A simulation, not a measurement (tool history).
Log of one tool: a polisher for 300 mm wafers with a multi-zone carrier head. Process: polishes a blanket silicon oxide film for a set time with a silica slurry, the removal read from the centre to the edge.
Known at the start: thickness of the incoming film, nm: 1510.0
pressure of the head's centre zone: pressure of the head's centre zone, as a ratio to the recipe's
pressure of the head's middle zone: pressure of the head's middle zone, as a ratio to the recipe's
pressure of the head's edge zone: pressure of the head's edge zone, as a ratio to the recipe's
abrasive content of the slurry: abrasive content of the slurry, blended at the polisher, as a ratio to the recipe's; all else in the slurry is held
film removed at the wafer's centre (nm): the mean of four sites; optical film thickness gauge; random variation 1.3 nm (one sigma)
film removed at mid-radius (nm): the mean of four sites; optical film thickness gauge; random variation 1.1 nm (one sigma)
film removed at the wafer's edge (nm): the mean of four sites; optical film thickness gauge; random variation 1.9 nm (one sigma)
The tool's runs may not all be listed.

run,hour,flow of slurry (ml/min),pressure of the head's centre zone,pressure of the head's middle zone,pressure of the head's edge zone,abrasive content of the slurry,polishing time (s),film removed at the wafer's centre (nm),film removed at mid-radius (nm),film removed at the wafer's edge (nm)
1,0.0,145,1.00,1.00,1.00,1.00,63,206.41,206.42,208.16
2,4.9,125,1.00,1.00,1.00,1.00,63,201.05,201.74,207.79
3,11.9,145,0.99,0.99,0.96,0.90,62,188.60,189.40,187.36
4,19.2,145,0.99,0.99,0.96,0.70,62,152.93,154.96,154.50
5,20.1,145,0.99,0.99,0.96,0.60,62,130.09,131.18,130.23
6,21.1,145,0.92,0.99,0.96,0.60,62,122.03,131.70,132.38
7,23.0,160,0.94,1.00,0.96,0.60,62,128.08,136.31,132.92
8,28.0,165,0.96,1.01,0.97,0.60,62,128.97,136.55,131.80
9,29.5,160,0.98,1.02,0.96,0.60,62,130.48,138.59,132.01
10,34.4,200,1.08,1.07,1.02,0.65,62,164.51,160.18,154.92
11,38.5,195,1.08,1.07,1.00,0.65,62,165.15,160.38,149.25
12,42.2,190,1.07,1.07,1.00,0.65,62,165.11,161.49,150.35
13,45.0,190,1.06,1.07,0.99,0.65,62,159.54,159.34,149.07

Run 14 comes next. What will it give?
14,45.6,190,1.06,1.07,0.98,0.65,62,?,?,?

{"run 14": {"film removed at the wafer's centre (nm)": 163.78, "film removed at mid-radius (nm)": 161.48, "film removed at the wafer's edge (nm)": 149.19}}
